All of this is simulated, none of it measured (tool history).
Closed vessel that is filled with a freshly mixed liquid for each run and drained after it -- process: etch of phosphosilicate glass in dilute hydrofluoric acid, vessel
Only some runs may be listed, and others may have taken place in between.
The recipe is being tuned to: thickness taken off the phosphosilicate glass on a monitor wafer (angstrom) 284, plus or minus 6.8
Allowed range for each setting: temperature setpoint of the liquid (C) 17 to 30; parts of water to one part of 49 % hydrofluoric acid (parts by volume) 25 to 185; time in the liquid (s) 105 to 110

run	hour	temperature setpoint of the liquid (C)	parts of water to one part of 49 % hydrofluoric acid (parts by volume)	time in the liquid (s)	thickness taken off the phosphosilicate glass on a monitor wafer (angstrom)
1	0	22	105	105	540.87
2	4.9	21	115	105	474.51
3	13.1	20	125	105	413.07
4	21.7	19.5	130	105	383.45
5	25.1	19.5	130	105	389.72
6	26.2	19.5	105	105	488.05
7	32.7	19.5	105	105	494.15
8	34	19	115	105	438.82
9	38.6	18.5	125	105	388.51
10	40.9	18	130	105	364.49
11	46.8	18	135	105	347.12
12	48.6	18	140	105	338.38
13	49.8	18	145	105	321.76

4 next moves are on the table. One of them brings every result within its allowed miss. Which?
A	51	18	155	105	?
B	51	22.5	185	110	?
C	51	17	150	105	?
D	51	17	155	105	?

move	thickness taken off the phosphosilicate glass on a monitor wafer (angstrom)
A	300.37
B	306.83
C	299.09
D	288.12
A: closer than the last run, but not yet in spec
B: closer than the last run, but not yet in spec
C: closer than the last run, but not yet in spec
D: every result lands within tolerance
D meets every target.

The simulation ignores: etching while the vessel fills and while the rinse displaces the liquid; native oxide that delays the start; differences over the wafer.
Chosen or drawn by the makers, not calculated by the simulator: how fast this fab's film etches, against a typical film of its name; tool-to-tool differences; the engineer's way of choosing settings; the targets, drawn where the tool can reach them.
